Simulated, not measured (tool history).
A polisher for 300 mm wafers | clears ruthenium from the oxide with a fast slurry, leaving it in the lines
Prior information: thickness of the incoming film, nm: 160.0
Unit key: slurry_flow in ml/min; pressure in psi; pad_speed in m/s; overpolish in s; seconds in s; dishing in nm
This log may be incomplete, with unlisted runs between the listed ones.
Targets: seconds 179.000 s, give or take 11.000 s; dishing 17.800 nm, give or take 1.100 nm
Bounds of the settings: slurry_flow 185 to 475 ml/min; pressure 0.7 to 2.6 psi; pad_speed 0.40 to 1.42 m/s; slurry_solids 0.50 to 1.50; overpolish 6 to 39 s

{"run": 1, "day": 0.0, "slurry_flow": 305, "pressure": 1.6, "pad_speed": 0.9, "slurry_solids": 1.0, "overpolish": 20, "seconds": 95.378, "dishing": 30.741}
{"run": 2, "day": 0.104, "slurry_flow": 305, "pressure": 1.6, "pad_speed": 0.9, "slurry_solids": 1.0, "overpolish": 28, "seconds": 95.988, "dishing": 42.387}
{"run": 3, "day": 0.188, "slurry_flow": 305, "pressure": 1.4, "pad_speed": 0.86, "slurry_solids": 1.0, "overpolish": 26, "seconds": 115.94, "dishing": 33.691}
{"run": 4, "day": 0.258, "slurry_flow": 305, "pressure": 1.4, "pad_speed": 0.98, "slurry_solids": 1.0, "overpolish": 26, "seconds": 98.68, "dishing": 37.743}
{"run": 5, "day": 0.488, "slurry_flow": 305, "pressure": 1.6, "pad_speed": 0.98, "slurry_solids": 1.0, "overpolish": 26, "seconds": 89.641, "dishing": 40.862}
{"run": 6, "day": 0.812, "slurry_flow": 305, "pressure": 1.4, "pad_speed": 0.98, "slurry_solids": 1.0, "overpolish": 26, "seconds": 104.1, "dishing": 37.243}
{"run": 7, "day": 0.896, "slurry_flow": 305, "pressure": 1.3, "pad_speed": 0.94, "slurry_solids": 1.0, "overpolish": 24, "seconds": 109.56, "dishing": 31.24}
{"run": 8, "day": 1.175, "slurry_flow": 305, "pressure": 1.2, "pad_speed": 0.9, "slurry_solids": 1.0, "overpolish": 23, "seconds": 122.39, "dishing": 27.514}
{"run": 9, "day": 1.296, "slurry_flow": 305, "pressure": 1.1, "pad_speed": 0.88, "slurry_solids": 1.0, "overpolish": 23, "seconds": 138.58, "dishing": 25.059}
{"run": 10, "day": 1.429, "slurry_flow": 305, "pressure": 1.1, "pad_speed": 0.88, "slurry_solids": 1.0, "overpolish": 23, "seconds": 137.16, "dishing": 24.996}
{"run": 11, "day": 1.5, "slurry_flow": 305, "pressure": 1.0, "pad_speed": 0.88, "slurry_solids": 1.0, "overpolish": 22, "seconds": 147.47, "dishing": 22.661}
{"run": 12, "day": 1.696, "slurry_flow": 305, "pressure": 0.9, "pad_speed": 0.88, "slurry_solids": 1.0, "overpolish": 22, "seconds": 162.1, "dishing": 20.782}

Pick the move, out of 4, that brings all results within their allowed miss; only one does.
{"run": "A", "day": 1.892, "slurry_flow": 300, "pressure": 0.8, "pad_speed": 0.76, "slurry_solids": 1.45, "overpolish": 21, "seconds": "?", "dishing": "?"}
{"run": "B", "day": 1.892, "slurry_flow": 290, "pressure": 0.8, "pad_speed": 0.82, "slurry_solids": 1.1, "overpolish": 18, "seconds": "?", "dishing": "?"}
{"run": "C", "day": 1.892, "slurry_flow": 300, "pressure": 1.2, "pad_speed": 0.82, "slurry_solids": 1.0, "overpolish": 16, "seconds": "?", "dishing": "?"}
{"run": "D", "day": 1.892, "slurry_flow": 220, "pressure": 1.0, "pad_speed": 0.68, "slurry_solids": 1.15, "overpolish": 18, "seconds": "?", "dishing": "?"}

move=A seconds=170.210 dishing=17.816
move=B seconds=174.780 dishing=14.961
move=C seconds=129.430 dishing=17.849
move=D seconds=171.900 dishing=15.204
A: all results land within tolerance of their targets
B: moves the result that the last run missed by most past its target, out the other side
C: brings the last run's worst result on target, with another outside its allowed miss
D: moves the result that the last run missed by most past its target, out the other side
The move that meets every target is A.

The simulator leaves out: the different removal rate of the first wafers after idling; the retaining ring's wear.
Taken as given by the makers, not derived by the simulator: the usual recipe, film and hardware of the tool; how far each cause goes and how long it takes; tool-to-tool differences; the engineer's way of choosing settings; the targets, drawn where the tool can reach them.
